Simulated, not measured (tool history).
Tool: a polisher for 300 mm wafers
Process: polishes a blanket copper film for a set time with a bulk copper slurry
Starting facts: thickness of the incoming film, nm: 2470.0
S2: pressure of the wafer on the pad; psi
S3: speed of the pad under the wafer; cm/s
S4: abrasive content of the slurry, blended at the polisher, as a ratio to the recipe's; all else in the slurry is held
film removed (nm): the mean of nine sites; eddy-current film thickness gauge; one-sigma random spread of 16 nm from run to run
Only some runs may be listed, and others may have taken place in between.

run 1 day=0.000 | flow_of_slurry_(ml/min)=220 S2=3.1 S3=116 S4=1.00 polishing_time_(s)=51 | film_removed_(nm)=715.73
run 2 day=0.083 | flow_of_slurry_(ml/min)=220 S2=3.3 S3=116 S4=1.00 polishing_time_(s)=51 | film_removed_(nm)=734.84
run 3 day=0.392 | flow_of_slurry_(ml/min)=220 S2=3.3 S3=116 S4=0.80 polishing_time_(s)=51 | film_removed_(nm)=702.49
run 4 day=0.604 | flow_of_slurry_(ml/min)=220 S2=3.3 S3=116 S4=0.65 polishing_time_(s)=51 | film_removed_(nm)=679.50
run 5 day=0.854 | flow_of_slurry_(ml/min)=220 S2=2.6 S3=116 S4=0.65 polishing_time_(s)=51 | film_removed_(nm)=554.58
run 6 day=1.088 | flow_of_slurry_(ml/min)=220 S2=2.6 S3=116 S4=0.50 polishing_time_(s)=51 | film_removed_(nm)=530.30
run 7 day=1.404 | flow_of_slurry_(ml/min)=220 S2=2.9 S3=118 S4=0.50 polishing_time_(s)=51 | film_removed_(nm)=598.00

Estimate the outcome of run 8 from the log above:
run 8 day=1.462 | flow_of_slurry_(ml/min)=220 S2=3.1 S3=118 S4=0.50 polishing_time_(s)=51 | film_removed_(nm)=?

Run 8 produced film removed (nm) 615.79.

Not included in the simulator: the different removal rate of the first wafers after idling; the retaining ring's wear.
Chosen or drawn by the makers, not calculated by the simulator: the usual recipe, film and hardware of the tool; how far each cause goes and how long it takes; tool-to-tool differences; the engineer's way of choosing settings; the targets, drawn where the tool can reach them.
